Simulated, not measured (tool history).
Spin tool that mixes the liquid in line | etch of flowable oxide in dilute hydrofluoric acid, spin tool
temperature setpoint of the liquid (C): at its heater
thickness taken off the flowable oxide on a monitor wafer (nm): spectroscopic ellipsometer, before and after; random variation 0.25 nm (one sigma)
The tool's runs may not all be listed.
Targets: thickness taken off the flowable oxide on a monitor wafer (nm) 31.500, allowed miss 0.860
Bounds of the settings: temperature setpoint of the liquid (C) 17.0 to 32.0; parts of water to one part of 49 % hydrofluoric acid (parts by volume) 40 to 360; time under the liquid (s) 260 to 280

run	hour	temperature setpoint of the liquid (C)	parts of water to one part of 49 % hydrofluoric acid (parts by volume)	time under the liquid (s)	thickness taken off the flowable oxide on a monitor wafer (nm)
1	0.0	24.0	200	260	38.115
2	8.1	23.0	200	260	37.433
3	15.7	23.0	140	260	56.389
4	18.6	22.0	150	260	49.719
5	20.1	21.0	160	260	44.713
6	27.5	21.0	160	280	48.785
7	29.4	20.0	170	280	43.421
8	36.1	19.5	175	280	40.828
9	37.3	19.0	180	280	38.889
10	43.6	17.0	210	280	29.950
11	46.0	17.5	210	280	30.571

5 next moves are on the table. One of them brings every result within its allowed miss. Which?
A	48.4	17.0	210	275	?
B	48.4	22.5	235	275	?
C	48.4	17.0	210	265	?
D	48.4	17.5	220	280	?
E	48.4	17.0	195	260	?

move	thickness taken off the flowable oxide on a monitor wafer (nm)
A	29.263
B	31.692
C	28.198
D	28.770
E	30.186
A: further off than the last run
B: meets every target
C: further off than the last run
D: further off than the last run
E: further off than the last run
Answer: B
